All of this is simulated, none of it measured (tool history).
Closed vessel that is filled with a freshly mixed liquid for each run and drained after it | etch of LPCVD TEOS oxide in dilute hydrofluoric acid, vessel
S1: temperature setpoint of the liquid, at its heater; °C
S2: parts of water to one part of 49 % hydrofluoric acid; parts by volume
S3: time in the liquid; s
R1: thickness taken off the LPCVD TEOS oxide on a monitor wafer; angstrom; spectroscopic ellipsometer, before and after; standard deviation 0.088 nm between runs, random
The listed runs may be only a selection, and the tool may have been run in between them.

run,hour,S1,S2,S3,R1
1,0,22,145,30,60.575
2,5.2,24.5,110,30,92.275
3,6.1,26.5,90,30,123.02
4,7.5,26.5,90,30,124.71
5,11.2,26.5,90,30,124.34
6,19.5,27.5,80,30,146.44
7,27.3,30,65,30,203.81

What will run 8 give?
8,29.2,29.5,65,30,?

{"run 8": {"R1": 201.16}}
